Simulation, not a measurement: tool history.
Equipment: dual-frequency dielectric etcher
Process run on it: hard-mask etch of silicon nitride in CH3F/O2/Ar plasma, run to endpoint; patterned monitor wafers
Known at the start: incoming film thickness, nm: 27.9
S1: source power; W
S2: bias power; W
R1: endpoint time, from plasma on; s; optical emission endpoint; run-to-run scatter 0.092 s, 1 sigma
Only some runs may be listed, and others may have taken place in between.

run  hour   S1  S2      R1
  1     0  500  80  34.489
  2   3.8  520  80    34.2
  3   5.3  540  81  33.488
  4  13.9  610  81  32.142
  5  17.7  690  81  30.552
  6  22.8  690  82  30.628

What does the tool deliver on the next run?
  7  26.1  690  83   ?

Run 7 gave R1 30.674 s.

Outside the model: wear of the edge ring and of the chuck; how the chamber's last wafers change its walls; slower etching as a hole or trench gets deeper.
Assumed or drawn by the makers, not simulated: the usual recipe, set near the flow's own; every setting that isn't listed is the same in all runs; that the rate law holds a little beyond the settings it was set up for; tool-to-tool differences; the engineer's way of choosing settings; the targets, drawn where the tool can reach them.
